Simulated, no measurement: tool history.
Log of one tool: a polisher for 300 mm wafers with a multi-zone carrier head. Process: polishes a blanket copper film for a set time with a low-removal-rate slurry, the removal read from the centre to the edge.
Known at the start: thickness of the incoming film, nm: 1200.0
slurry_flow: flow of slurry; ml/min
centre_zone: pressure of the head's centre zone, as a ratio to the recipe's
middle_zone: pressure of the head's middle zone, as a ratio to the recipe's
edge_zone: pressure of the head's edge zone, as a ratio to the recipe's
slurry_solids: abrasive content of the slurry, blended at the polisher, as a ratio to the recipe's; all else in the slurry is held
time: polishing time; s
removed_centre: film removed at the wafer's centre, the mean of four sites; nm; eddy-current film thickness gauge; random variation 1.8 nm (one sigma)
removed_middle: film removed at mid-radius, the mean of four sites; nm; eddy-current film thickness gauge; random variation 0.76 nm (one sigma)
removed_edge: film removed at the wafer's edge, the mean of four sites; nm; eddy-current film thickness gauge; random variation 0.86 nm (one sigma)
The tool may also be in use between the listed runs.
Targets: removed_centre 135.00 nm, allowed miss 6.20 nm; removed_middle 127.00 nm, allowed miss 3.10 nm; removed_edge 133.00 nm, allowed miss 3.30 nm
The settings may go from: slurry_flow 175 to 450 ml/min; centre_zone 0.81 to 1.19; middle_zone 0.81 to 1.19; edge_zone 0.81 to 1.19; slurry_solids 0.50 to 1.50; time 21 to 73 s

{"run": 1, "day": 0.0, "slurry_flow": 290, "centre_zone": 1.0, "middle_zone": 1.0, "edge_zone": 1.0, "slurry_solids": 1.0, "time": 47, "removed_centre": 217.91, "removed_middle": 222.83, "removed_edge": 212.66}
{"run": 2, "day": 0.167, "slurry_flow": 290, "centre_zone": 1.0, "middle_zone": 1.0, "edge_zone": 0.96, "slurry_solids": 1.0, "time": 47, "removed_centre": 219.98, "removed_middle": 225.36, "removed_edge": 211.45}
{"run": 3, "day": 0.196, "slurry_flow": 290, "centre_zone": 1.0, "middle_zone": 1.0, "edge_zone": 0.96, "slurry_solids": 0.8, "time": 47, "removed_centre": 202.14, "removed_middle": 208.65, "removed_edge": 195.51}
{"run": 4, "day": 0.312, "slurry_flow": 290, "centre_zone": 1.0, "middle_zone": 1.0, "edge_zone": 0.96, "slurry_solids": 0.6, "time": 47, "removed_centre": 179.77, "removed_middle": 183.84, "removed_edge": 175.55}
{"run": 5, "day": 0.65, "slurry_flow": 285, "centre_zone": 0.99, "middle_zone": 0.97, "edge_zone": 0.94, "slurry_solids": 0.6, "time": 45, "removed_centre": 170.51, "removed_middle": 174.32, "removed_edge": 167.36}
{"run": 6, "day": 0.896, "slurry_flow": 280, "centre_zone": 0.99, "middle_zone": 0.94, "edge_zone": 0.93, "slurry_solids": 0.6, "time": 43, "removed_centre": 165.43, "removed_middle": 163.15, "removed_edge": 159.19}
{"run": 7, "day": 1.062, "slurry_flow": 275, "centre_zone": 0.98, "middle_zone": 0.91, "edge_zone": 0.92, "slurry_solids": 0.6, "time": 42, "removed_centre": 161.79, "removed_middle": 152.48, "removed_edge": 154.01}
{"run": 8, "day": 1.204, "slurry_flow": 270, "centre_zone": 0.96, "middle_zone": 0.89, "edge_zone": 0.9, "slurry_solids": 0.6, "time": 42, "removed_centre": 156.52, "removed_middle": 149.04, "removed_edge": 152.41}

Which of these 5 next moves meets every target?
{"run": "A", "day": 1.346, "slurry_flow": 280, "centre_zone": 0.89, "middle_zone": 0.81, "edge_zone": 1.01, "slurry_solids": 0.7, "time": 34, "removed_centre": "?", "removed_middle": "?", "removed_edge": "?"}
{"run": "B", "day": 1.346, "slurry_flow": 275, "centre_zone": 0.98, "middle_zone": 0.81, "edge_zone": 0.95, "slurry_solids": 0.5, "time": 39, "removed_centre": "?", "removed_middle": "?", "removed_edge": "?"}
{"run": "C", "day": 1.346, "slurry_flow": 225, "centre_zone": 0.85, "middle_zone": 0.94, "edge_zone": 0.91, "slurry_solids": 0.55, "time": 40, "removed_centre": "?", "removed_middle": "?", "removed_edge": "?"}
{"run": "D", "day": 1.346, "slurry_flow": 210, "centre_zone": 0.98, "middle_zone": 0.87, "edge_zone": 0.91, "slurry_solids": 0.55, "time": 39, "removed_centre": "?", "removed_middle": "?", "removed_edge": "?"}
{"run": "E", "day": 1.346, "slurry_flow": 320, "centre_zone": 0.86, "middle_zone": 0.87, "edge_zone": 0.95, "slurry_solids": 0.5, "time": 39, "removed_centre": "?", "removed_middle": "?", "removed_edge": "?"}

move=A removed_centre=123.09 removed_middle=121.64 removed_edge=137.44
move=B removed_centre=133.85 removed_middle=120.01 removed_edge=132.35
move=C removed_centre=121.16 removed_middle=140.94 removed_edge=136.90
move=D removed_centre=134.66 removed_middle=127.95 removed_edge=132.51
move=E removed_centre=119.53 removed_middle=128.89 removed_edge=133.92
A: takes the result that was furthest off past its target
B: takes the result that was furthest off past its target
C: nearer than the last run, and not there yet
D: meets every target
E: brings the result that was furthest off to its target, and leaves another outside
The right move is D.
